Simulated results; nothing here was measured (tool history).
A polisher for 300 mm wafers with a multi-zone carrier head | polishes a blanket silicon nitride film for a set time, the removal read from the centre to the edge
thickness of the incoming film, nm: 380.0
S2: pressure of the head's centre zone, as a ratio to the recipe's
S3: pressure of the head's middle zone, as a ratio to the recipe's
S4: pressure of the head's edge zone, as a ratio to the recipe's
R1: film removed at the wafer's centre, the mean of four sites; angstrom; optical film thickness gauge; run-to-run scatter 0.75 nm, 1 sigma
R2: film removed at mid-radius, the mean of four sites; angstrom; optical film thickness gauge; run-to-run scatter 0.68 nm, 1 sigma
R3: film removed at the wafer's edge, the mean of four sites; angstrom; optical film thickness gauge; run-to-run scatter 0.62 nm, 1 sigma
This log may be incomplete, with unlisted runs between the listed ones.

run 1 hour=0 | flow_of_slurry_(ml/min)=185 S2=1 S3=1 S4=1 polishing_time_(s)=38 | R1=515.84 R2=531.05 R3=546.29
run 2 hour=1.1 | flow_of_slurry_(ml/min)=185 S2=1 S3=1 S4=0.97 polishing_time_(s)=38 | R1=519.55 R2=528.95 R3=533.33
run 3 hour=4.5 | flow_of_slurry_(ml/min)=150 S2=1 S3=1 S4=0.97 polishing_time_(s)=38 | R1=489.68 R2=515.98 R3=522.71
run 4 hour=6.8 | flow_of_slurry_(ml/min)=175 S2=1 S3=1 S4=0.97 polishing_time_(s)=38 | R1=510.79 R2=529.5 R3=539.71
run 5 hour=15.4 | flow_of_slurry_(ml/min)=175 S2=1 S3=1.05 S4=0.97 polishing_time_(s)=38 | R1=507.59 R2=557.43 R3=531.82
run 6 hour=17.6 | flow_of_slurry_(ml/min)=175 S2=1 S3=1.05 S4=1.05 polishing_time_(s)=38 | R1=510.06 R2=551.44 R3=554.16
run 7 hour=22.9 | flow_of_slurry_(ml/min)=180 S2=1 S3=1.06 S4=1.06 polishing_time_(s)=39 | R1=532.03 R2=574.09 R3=584.85

What does the tool deliver on the next run?
run 8 hour=29.4 | flow_of_slurry_(ml/min)=230 S2=1.03 S3=1.16 S4=1.05 polishing_time_(s)=46 | R1=? R2=? R3=?

{"run 8": {"R1": 670.93, "R2": 758.35, "R3": 701.9}}
